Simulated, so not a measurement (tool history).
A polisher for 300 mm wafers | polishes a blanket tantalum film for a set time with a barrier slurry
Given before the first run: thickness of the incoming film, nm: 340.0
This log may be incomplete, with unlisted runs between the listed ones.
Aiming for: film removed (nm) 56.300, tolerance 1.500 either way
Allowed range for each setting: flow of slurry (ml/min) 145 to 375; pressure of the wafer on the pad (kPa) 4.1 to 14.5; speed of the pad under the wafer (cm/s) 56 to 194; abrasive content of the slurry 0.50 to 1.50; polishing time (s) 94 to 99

run,day,flow of slurry (ml/min),pressure of the wafer on the pad (kPa),speed of the pad under the wafer (cm/s),abrasive content of the slurry,polishing time (s),film removed (nm)
1,0.000,240,9.0,124,1.00,94,133.690
2,0.183,240,9.0,124,1.15,94,138.530
3,0.429,240,9.0,124,1.15,94,140.930
4,0.779,240,9.0,124,1.35,94,145.700
5,1.017,235,7.6,114,1.35,94,115.630
6,1.217,230,6.9,106,1.35,94,96.602
7,1.483,190,4.1,84,1.35,94,46.012
8,1.842,210,4.1,84,1.35,94,47.347
9,1.983,235,4.1,84,1.35,94,47.236

Next run, 5 choices. One meets every target within its allowed miss, the rest don't. Which?
A,2.125,215,5.5,76,1.20,98,?
B,2.125,230,5.5,82,1.30,96,?
C,2.125,245,4.8,64,1.25,94,?
D,2.125,210,4.1,70,1.35,94,?
E,2.125,235,4.1,80,1.20,95,?

move,film removed (nm)
A,55.940
B,60.721
C,41.302
D,38.853
E,43.905
A: every result within its allowed miss
B: takes the biggest miss from the last run beyond its target
C: further off than the last run
D: further off than the last run
E: further off than the last run
Move A is the one to make.

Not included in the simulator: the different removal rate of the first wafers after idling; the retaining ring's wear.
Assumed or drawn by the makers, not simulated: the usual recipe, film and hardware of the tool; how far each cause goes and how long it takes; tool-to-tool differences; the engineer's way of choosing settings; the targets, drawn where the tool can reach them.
